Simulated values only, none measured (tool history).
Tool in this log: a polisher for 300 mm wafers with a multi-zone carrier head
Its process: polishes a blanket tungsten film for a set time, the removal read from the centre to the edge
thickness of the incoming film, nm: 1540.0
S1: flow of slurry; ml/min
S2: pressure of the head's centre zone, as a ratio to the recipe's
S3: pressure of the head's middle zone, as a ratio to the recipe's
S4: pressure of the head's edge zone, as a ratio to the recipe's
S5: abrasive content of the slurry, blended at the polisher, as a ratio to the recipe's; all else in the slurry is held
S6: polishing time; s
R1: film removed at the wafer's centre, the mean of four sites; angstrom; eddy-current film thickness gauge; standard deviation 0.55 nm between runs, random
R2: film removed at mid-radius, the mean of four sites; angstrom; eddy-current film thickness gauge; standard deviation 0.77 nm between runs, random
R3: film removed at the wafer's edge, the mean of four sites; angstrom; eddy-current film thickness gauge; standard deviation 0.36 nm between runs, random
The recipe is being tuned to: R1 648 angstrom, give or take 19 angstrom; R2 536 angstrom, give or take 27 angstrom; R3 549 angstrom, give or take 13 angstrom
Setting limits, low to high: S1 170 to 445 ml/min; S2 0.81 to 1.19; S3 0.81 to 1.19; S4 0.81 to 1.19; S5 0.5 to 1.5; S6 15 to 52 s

Run 1, hour 0: S1 285 ml/min, S2 1, S3 1, S4 1, S5 1, S6 33 s. Result: R1 1028.8 angstrom, R2 1060.5 angstrom, R3 1011.1 angstrom.
Run 2, hour 2.1: S1 285 ml/min, S2 1.01, S3 0.98, S4 0.98, S5 0.95, S6 31 s. Result: R1 951.71 angstrom, R2 946.45 angstrom, R3 939.75 angstrom.
Run 3, hour 8: S1 285 ml/min, S2 1.01, S3 0.98, S4 0.98, S5 0.95, S6 34 s. Result: R1 1047 angstrom, R2 1028.5 angstrom, R3 1037.2 angstrom.
Run 4, hour 15.3: S1 285 ml/min, S2 1.01, S3 0.98, S4 0.98, S5 0.75, S6 34 s. Result: R1 997.31 angstrom, R2 990.49 angstrom, R3 984.22 angstrom.
Run 5, hour 23.1: S1 285 ml/min, S2 1.01, S3 0.98, S4 0.98, S5 0.75, S6 26 s. Result: R1 770.54 angstrom, R2 757.43 angstrom, R3 751.19 angstrom.
Run 6, hour 26.9: S1 285 ml/min, S2 1.02, S3 0.97, S4 0.97, S5 0.7, S6 25 s. Result: R1 734.13 angstrom, R2 741.8 angstrom, R3 722.26 angstrom.
Run 7, hour 29.9: S1 285 ml/min, S2 1.02, S3 0.97, S4 0.97, S5 0.7, S6 25 s. Result: R1 733.99 angstrom, R2 717.1 angstrom, R3 717.04 angstrom.
Run 8, hour 30.5: S1 285 ml/min, S2 1.04, S3 0.96, S4 0.96, S5 0.7, S6 24 s. Result: R1 718.17 angstrom, R2 681.24 angstrom, R3 689.73 angstrom.
Run 9, hour 34.7: S1 285 ml/min, S2 1.05, S3 0.96, S4 0.94, S5 0.7, S6 24 s. Result: R1 725.38 angstrom, R2 687.35 angstrom, R3 676.55 angstrom.
Run 10, hour 41.5: S1 280 ml/min, S2 1.06, S3 0.95, S4 0.93, S5 0.7, S6 24 s. Result: R1 739.99 angstrom, R2 681.36 angstrom, R3 666.56 angstrom.
Run 11, hour 42.2: S1 240 ml/min, S2 1.03, S3 0.85, S4 0.83, S5 0.5, S6 21 s. Result: R1 582.22 angstrom, R2 501.24 angstrom, R3 526.9 angstrom.

Next run, 4 choices. One meets every target within its allowed miss, the rest don't. Which?
Run A, hour 42.9: S1 250 ml/min, S2 1.06, S3 0.82, S4 0.86, S5 0.5, S6 23 s. Result: R1 ?, R2 ?, R3 ?.
Run B, hour 42.9: S1 240 ml/min, S2 1.1, S3 0.86, S4 0.81, S5 0.65, S6 21 s. Result: R1 ?, R2 ?, R3 ?.
Run C, hour 42.9: S1 275 ml/min, S2 0.99, S3 1, S4 0.81, S5 0.5, S6 22 s. Result: R1 ?, R2 ?, R3 ?.
Run D, hour 42.9: S1 175 ml/min, S2 1.16, S3 0.92, S4 0.81, S5 0.5, S6 22 s. Result: R1 ?, R2 ?, R3 ?.

move      R1      R2      R3
   A  663.01  528.87  584.34
   B  651.43  518.89   541.1
   C  600.33   595.6  549.69
   D   652.2  521.21  523.16
A: brings the last run's worst result on target, with another outside its allowed miss
B: meets every target
C: an improvement on the last run, though not all results are within tolerance
D: brings the last run's worst result on target, with another outside its allowed miss
Go with B: it meets all targets.
